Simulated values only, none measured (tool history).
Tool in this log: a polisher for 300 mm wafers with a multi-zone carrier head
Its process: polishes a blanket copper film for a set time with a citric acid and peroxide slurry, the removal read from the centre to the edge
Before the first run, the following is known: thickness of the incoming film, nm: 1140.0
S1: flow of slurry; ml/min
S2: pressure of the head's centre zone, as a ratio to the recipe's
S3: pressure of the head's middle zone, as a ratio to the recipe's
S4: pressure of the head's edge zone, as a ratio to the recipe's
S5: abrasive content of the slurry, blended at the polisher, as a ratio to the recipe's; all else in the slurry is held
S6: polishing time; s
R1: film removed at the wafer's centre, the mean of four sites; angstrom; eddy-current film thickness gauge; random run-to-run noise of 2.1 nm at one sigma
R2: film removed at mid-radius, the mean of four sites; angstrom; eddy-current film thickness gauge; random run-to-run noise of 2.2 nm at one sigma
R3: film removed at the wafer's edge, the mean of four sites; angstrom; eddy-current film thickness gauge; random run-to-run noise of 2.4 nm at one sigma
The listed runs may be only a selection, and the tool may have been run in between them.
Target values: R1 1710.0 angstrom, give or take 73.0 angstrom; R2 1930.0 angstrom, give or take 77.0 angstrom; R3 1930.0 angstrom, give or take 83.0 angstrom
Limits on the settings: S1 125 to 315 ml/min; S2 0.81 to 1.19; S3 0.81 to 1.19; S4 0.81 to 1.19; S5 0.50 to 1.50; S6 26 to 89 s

| run | hour | S1 | S2 | S3 | S4 | S5 | S6 | R1 | R2 | R3 |
|---|---|---|---|---|---|---|---|---|---|---|
| 1 | 0.0 | 205 | 1.00 | 1.00 | 1.00 | 1.00 | 57 | 1491.4 | 1536.4 | 1527.2 |
| 2 | 1.5 | 210 | 0.99 | 1.01 | 1.03 | 1.10 | 58 | 1554.8 | 1575.6 | 1584.6 |
| 3 | 6.9 | 210 | 0.99 | 1.01 | 1.09 | 1.10 | 58 | 1552.9 | 1572.0 | 1661.4 |
| 4 | 8.7 | 210 | 0.98 | 1.04 | 1.10 | 1.15 | 59 | 1589.8 | 1695.2 | 1696.8 |
| 5 | 17.3 | 210 | 0.98 | 0.96 | 1.10 | 1.15 | 59 | 1568.5 | 1547.2 | 1720.6 |
| 6 | 21.8 | 215 | 0.97 | 0.99 | 1.11 | 1.20 | 60 | 1595.1 | 1642.3 | 1758.1 |
| 7 | 25.6 | 215 | 0.97 | 1.01 | 1.12 | 1.25 | 61 | 1678.2 | 1692.0 | 1825.7 |
| 8 | 30.0 | 220 | 0.96 | 1.03 | 1.13 | 1.25 | 61 | 1593.4 | 1743.8 | 1773.2 |

Consider the 5 candidate settings below. Which is the only one whose results all fall within their allowed miss of target?
| A | 34.4 | 290 | 0.91 | 1.03 | 1.08 | 1.20 | 66 | ? | ? | ? |
| B | 34.4 | 255 | 0.89 | 1.18 | 1.05 | 1.25 | 59 | ? | ? | ? |
| C | 34.4 | 200 | 0.88 | 0.85 | 1.19 | 1.20 | 67 | ? | ? | ? |
| D | 34.4 | 175 | 0.87 | 0.85 | 1.19 | 1.25 | 64 | ? | ? | ? |
| E | 34.4 | 170 | 1.00 | 0.89 | 1.19 | 1.35 | 62 | ? | ? | ? |

| move | R1 | R2 | R3 |
|---|---|---|---|
| A | 1713.6 | 1923.0 | 1980.8 |
| B | 1483.0 | 1913.9 | 1738.6 |
| C | 1585.1 | 1578.9 | 2020.7 |
| D | 1470.1 | 1485.7 | 1913.4 |
| E | 1652.2 | 1506.7 | 1871.2 |
A: meets every target
B: meets the target for the result that was furthest off, but another lies outside its allowed miss
C: misses by more than the last run did
D: misses by more than the last run did
E: misses by more than the last run did
Correct choice: A, which meets every target
